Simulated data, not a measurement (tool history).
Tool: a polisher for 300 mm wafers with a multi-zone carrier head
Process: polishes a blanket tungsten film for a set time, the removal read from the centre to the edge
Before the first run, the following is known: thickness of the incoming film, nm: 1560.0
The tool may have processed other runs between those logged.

run,hour,flow of slurry (ml/min),pressure of the head's centre zone,pressure of the head's middle zone,pressure of the head's edge zone,abrasive content of the slurry,polishing time (s),film removed at the wafer's centre (nm),film removed at mid-radius (nm),film removed at the wafer's edge (nm)
1,0,175,1,1,1,1,43,164.87,164.38,163.67
2,1.9,180,1.02,1,1.01,1.05,44,171.57,171.33,167.61
3,4.8,180,1.08,1,1.01,1.05,44,181.08,172.8,168.42
4,11.9,185,1.09,0.98,1.02,1.1,45,191.38,173.02,176.03
5,19.3,190,1.1,0.98,1.03,1.15,46,196.71,183.63,183.86
6,22.3,190,1.1,0.98,1.03,1.05,46,193.28,176.33,178.2
7,28.1,190,1.1,0.98,1.03,1.05,46,193.05,176.95,177.29
8,35.1,225,1.19,0.95,1.13,1.3,49,232.52,198.2,205.69

For run 9, what comes out?
9,42.9,225,1.19,0.95,1.13,1.3,49,?,?,?

film removed at the wafer's centre (nm): 237.14
film removed at mid-radius (nm): 190.53
film removed at the wafer's edge (nm): 208.96

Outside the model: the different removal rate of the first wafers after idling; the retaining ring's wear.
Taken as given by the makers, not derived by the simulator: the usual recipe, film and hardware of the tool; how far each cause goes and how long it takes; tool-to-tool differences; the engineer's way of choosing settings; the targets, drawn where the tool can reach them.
